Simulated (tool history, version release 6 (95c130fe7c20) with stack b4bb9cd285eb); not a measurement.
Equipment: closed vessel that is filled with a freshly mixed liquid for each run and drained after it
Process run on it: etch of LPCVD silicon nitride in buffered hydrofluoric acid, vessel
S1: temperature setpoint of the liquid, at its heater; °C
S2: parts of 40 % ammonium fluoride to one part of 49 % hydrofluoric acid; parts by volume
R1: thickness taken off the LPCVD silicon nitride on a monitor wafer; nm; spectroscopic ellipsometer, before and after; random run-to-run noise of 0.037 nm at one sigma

Run 1, hour 0.0: S1 22.0 °C, S2 23.5 parts by volume, time in the liquid (s) 1830. Result: R1 10.7690 nm.
Run 2, hour 2.8: S1 22.0 °C, S2 23.5 parts by volume, time in the liquid (s) 1955. Result: R1 11.4800 nm.
Run 3, hour 6.2: S1 22.0 °C, S2 23.5 parts by volume, time in the liquid (s) 1955. Result: R1 11.5840 nm.
Run 4, hour 13.4: S1 22.0 °C, S2 29.0 parts by volume, time in the liquid (s) 1955. Result: R1 9.9599 nm.
Run 5, hour 20.1: S1 20.0 °C, S2 29.0 parts by volume, time in the liquid (s) 1955. Result: R1 8.9567 nm.
Run 6, hour 21.5: S1 20.0 °C, S2 29.0 parts by volume, time in the liquid (s) 1955. Result: R1 8.8961 nm.
Run 7, hour 29.2: S1 19.5 °C, S2 29.0 parts by volume, time in the liquid (s) 1955. Result: R1 8.6500 nm.

Forecast run 8:
Run 8, hour 32.6: S1 19.0 °C, S2 29.0 parts by volume, time in the liquid (s) 1955. Result: R1 ?.

Run 8 produced R1 8.3945 nm.
